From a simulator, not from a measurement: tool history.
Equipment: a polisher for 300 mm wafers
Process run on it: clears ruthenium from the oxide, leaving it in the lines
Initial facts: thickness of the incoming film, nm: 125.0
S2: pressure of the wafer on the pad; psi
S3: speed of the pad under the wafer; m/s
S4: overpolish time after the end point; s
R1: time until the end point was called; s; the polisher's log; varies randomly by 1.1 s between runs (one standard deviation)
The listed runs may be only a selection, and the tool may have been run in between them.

{"run": 1, "hour": 0.0, "flow of slurry (ml/min)": 230, "S2": 1.7, "S3": 1.28, "S4": 25, "R1": 97.726}
{"run": 2, "hour": 2.3, "flow of slurry (ml/min)": 230, "S2": 1.8, "S3": 1.3, "S4": 25, "R1": 91.669}
{"run": 3, "hour": 7.4, "flow of slurry (ml/min)": 230, "S2": 1.6, "S3": 1.3, "S4": 25, "R1": 101.95}
{"run": 4, "hour": 13.9, "flow of slurry (ml/min)": 230, "S2": 1.8, "S3": 1.32, "S4": 25, "R1": 90.426}
{"run": 5, "hour": 16.9, "flow of slurry (ml/min)": 230, "S2": 1.9, "S3": 1.34, "S4": 25, "R1": 85.031}
{"run": 6, "hour": 23.8, "flow of slurry (ml/min)": 230, "S2": 1.9, "S3": 1.46, "S4": 25, "R1": 78.648}
{"run": 7, "hour": 31.7, "flow of slurry (ml/min)": 230, "S2": 2, "S3": 1.46, "S4": 25, "R1": 73.97}
{"run": 8, "hour": 37.2, "flow of slurry (ml/min)": 230, "S2": 2.1, "S3": 1.46, "S4": 25, "R1": 72.013}

The next listed run, before its measurement:
{"run": 9, "hour": 39.1, "flow of slurry (ml/min)": 230, "S2": 2.1, "S3": 1.46, "S4": 25, "R1": "?"}

{"run 9": {"R1": 70.1}}

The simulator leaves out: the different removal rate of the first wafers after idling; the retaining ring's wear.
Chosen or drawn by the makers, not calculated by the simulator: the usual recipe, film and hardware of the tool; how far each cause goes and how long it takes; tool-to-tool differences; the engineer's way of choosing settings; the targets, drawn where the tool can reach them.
